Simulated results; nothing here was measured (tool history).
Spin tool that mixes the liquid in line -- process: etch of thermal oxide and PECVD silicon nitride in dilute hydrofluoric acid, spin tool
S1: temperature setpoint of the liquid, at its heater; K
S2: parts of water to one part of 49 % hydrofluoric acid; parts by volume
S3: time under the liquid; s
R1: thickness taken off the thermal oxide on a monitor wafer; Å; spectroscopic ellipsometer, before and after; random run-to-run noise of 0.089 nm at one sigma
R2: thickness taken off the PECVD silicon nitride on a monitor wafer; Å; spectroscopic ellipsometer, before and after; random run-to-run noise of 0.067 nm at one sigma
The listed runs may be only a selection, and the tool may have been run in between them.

run	hour	S1	S2	S3	R1	R2
1	0.0	297.15	50	180	177.40	71.652
2	0.9	293.65	50	180	152.86	57.204
3	7.7	293.65	60	180	126.04	47.339
4	10.0	296.15	60	180	139.78	56.769
5	13.9	296.15	60	140	108.07	42.908
6	18.8	296.15	65	140	100.41	40.437
7	25.6	298.15	60	140	117.38	50.351

Run 8 is up next; what results do you expect?
8	28.8	299.15	55	140	?	?

R1: 134.71 Å
R2: 57.636 Å

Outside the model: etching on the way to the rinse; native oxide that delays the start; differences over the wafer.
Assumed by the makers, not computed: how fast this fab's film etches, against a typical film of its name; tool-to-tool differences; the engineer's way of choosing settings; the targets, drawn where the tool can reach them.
